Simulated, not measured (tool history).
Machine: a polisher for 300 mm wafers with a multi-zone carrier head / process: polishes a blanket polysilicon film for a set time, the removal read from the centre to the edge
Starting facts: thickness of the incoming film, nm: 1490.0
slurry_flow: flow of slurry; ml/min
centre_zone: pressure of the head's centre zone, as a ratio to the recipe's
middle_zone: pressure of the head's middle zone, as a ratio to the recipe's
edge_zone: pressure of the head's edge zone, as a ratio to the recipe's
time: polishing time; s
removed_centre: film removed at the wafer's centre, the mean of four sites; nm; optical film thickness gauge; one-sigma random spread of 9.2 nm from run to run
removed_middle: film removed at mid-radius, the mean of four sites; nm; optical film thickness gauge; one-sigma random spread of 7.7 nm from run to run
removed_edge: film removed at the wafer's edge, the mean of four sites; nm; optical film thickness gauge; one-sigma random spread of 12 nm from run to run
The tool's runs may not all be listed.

| run | hour | slurry_flow | centre_zone | middle_zone | edge_zone | time | removed_centre | removed_middle | removed_edge |
|---|---|---|---|---|---|---|---|---|---|
| 1 | 0 | 225 | 1 | 1 | 1 | 46 | 648.58 | 649.78 | 668.62 |
| 2 | 1.1 | 225 | 1.04 | 1 | 1 | 46 | 662.28 | 650.75 | 668.67 |
| 3 | 5.6 | 230 | 1.04 | 0.99 | 1.03 | 47 | 684.26 | 652.51 | 698.16 |
| 4 | 8.2 | 175 | 1.04 | 0.99 | 1.03 | 47 | 655.99 | 622.68 | 668.86 |
| 5 | 10.2 | 175 | 0.96 | 0.99 | 1.03 | 47 | 608.22 | 625.24 | 680.27 |
| 6 | 16.7 | 175 | 0.96 | 1.03 | 1.03 | 47 | 614.42 | 631.99 | 700.51 |

Estimate the outcome of run 7 from the log above:
| 7 | 22.1 | 175 | 0.96 | 1.03 | 1.03 | 47 | ? | ? | ? |

removed_centre: 609.63 nm
removed_middle: 629.57 nm
removed_edge: 684.94 nm

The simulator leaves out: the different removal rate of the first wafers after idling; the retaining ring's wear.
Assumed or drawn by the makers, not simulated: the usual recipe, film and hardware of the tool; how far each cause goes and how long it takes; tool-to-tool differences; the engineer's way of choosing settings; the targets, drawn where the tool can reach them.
